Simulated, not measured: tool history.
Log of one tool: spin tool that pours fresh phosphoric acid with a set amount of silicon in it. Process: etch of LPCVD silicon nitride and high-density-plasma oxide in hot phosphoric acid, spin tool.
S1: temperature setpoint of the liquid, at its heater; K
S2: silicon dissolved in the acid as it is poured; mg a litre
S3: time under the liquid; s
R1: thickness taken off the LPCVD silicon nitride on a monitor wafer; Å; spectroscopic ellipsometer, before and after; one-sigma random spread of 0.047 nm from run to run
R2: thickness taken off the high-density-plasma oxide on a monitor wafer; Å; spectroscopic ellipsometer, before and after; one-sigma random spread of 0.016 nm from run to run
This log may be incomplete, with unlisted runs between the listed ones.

run    day      S1    S2   S3       R1      R2
  1  0.000  433.15  13.0  115  100.870  4.7189
  2  0.238  434.15  13.0  115  103.330  5.4462
  3  0.600  434.15  13.0   90   81.178  4.0879
  4  0.708  434.15  13.0   50   44.504  2.2906
  5  0.733  434.15  16.5   50   45.142  2.1345
  6  0.871  434.65  18.0   55   50.076  2.2636
     0.946  -- dissolved silicon flow meter replaced
  7  0.946  435.65  19.0   55   51.584  2.4376

Run 8 has not been measured yet. What should we expect?
  8  1.288  436.15  20.0  60   ?   ?

For run 8 the tool returned R1 57.891 Å, R2 2.7774 Å.

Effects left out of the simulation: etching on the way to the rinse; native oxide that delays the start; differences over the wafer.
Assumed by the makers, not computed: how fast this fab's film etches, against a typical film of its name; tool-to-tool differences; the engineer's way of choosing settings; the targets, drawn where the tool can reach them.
